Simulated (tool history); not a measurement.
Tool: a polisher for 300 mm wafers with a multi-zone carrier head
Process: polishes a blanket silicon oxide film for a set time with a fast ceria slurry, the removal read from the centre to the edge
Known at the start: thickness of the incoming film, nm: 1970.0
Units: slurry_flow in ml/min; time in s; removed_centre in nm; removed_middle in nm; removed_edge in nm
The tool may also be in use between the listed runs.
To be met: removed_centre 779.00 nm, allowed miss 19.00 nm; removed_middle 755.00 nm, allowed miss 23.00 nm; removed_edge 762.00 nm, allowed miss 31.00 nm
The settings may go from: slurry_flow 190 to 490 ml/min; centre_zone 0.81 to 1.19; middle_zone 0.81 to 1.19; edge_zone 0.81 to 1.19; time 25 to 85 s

run	hour	slurry_flow	centre_zone	middle_zone	edge_zone	time	removed_centre	removed_middle	removed_edge
1	0.0	315	1.00	1.00	1.00	55	662.60	611.51	621.76
2	5.1	315	1.03	1.00	1.00	55	677.15	598.51	614.32
3	11.4	315	1.03	1.00	1.00	68	833.19	759.63	743.81
4	17.8	315	0.99	1.00	1.00	68	810.74	746.15	746.78
5	19.9	315	0.98	1.00	1.00	68	810.16	749.88	749.48
6	24.7	385	0.98	1.00	1.00	68	813.93	768.23	752.67
7	28.1	385	0.97	1.00	1.00	68	810.82	771.91	763.37
8	30.7	385	0.97	1.00	1.00	68	802.58	767.56	763.47

Which of these 5 next moves meets every target?
A	33.3	365	0.95	1.01	1.05	67	?	?	?
B	33.3	300	1.03	1.02	1.07	70	?	?	?
C	33.3	370	0.98	0.98	1.00	70	?	?	?
D	33.3	395	0.99	0.97	1.02	70	?	?	?
E	33.3	395	1.01	1.00	0.93	70	?	?	?

move	removed_centre	removed_middle	removed_edge
A	780.33	746.64	758.76
B	865.67	771.56	788.63
C	841.87	761.28	775.06
D	855.38	758.69	785.86
E	872.83	778.41	751.69
A: meets every target
B: further off than the last run
C: further off than the last run
D: further off than the last run
E: further off than the last run
Move A is the one to make.
